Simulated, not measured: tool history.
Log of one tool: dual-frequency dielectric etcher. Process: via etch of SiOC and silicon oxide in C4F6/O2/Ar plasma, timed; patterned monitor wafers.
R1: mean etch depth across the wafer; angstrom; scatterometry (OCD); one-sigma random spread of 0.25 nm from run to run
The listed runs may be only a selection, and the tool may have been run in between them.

run 1 day=0.000 | source_power_(kW)=0.250 bias_power_(kW)=0.143 etch_time_(s)=60.0 | R1=455.91
run 2 day=0.171 | source_power_(kW)=0.250 bias_power_(kW)=0.143 etch_time_(s)=60.0 | R1=457.17
run 3 day=0.246 | source_power_(kW)=0.260 bias_power_(kW)=0.144 etch_time_(s)=60.0 | R1=465.73
run 4 day=0.579 | source_power_(kW)=0.300 bias_power_(kW)=0.144 etch_time_(s)=60.0 | R1=483.99
run 5 day=0.900 | source_power_(kW)=0.300 bias_power_(kW)=0.145 etch_time_(s)=60.0 | R1=482.07
run 6 day=0.938 | source_power_(kW)=0.300 bias_power_(kW)=0.146 etch_time_(s)=60.0 | R1=482.58
run 7 day=1.212 | source_power_(kW)=0.300 bias_power_(kW)=0.147 etch_time_(s)=60.0 | R1=484.32

For run 8, what comes out?
run 8 day=1.296 | source_power_(kW)=0.300 bias_power_(kW)=0.148 etch_time_(s)=60.0 | R1=?

{"run 8": {"R1": 487.51}}

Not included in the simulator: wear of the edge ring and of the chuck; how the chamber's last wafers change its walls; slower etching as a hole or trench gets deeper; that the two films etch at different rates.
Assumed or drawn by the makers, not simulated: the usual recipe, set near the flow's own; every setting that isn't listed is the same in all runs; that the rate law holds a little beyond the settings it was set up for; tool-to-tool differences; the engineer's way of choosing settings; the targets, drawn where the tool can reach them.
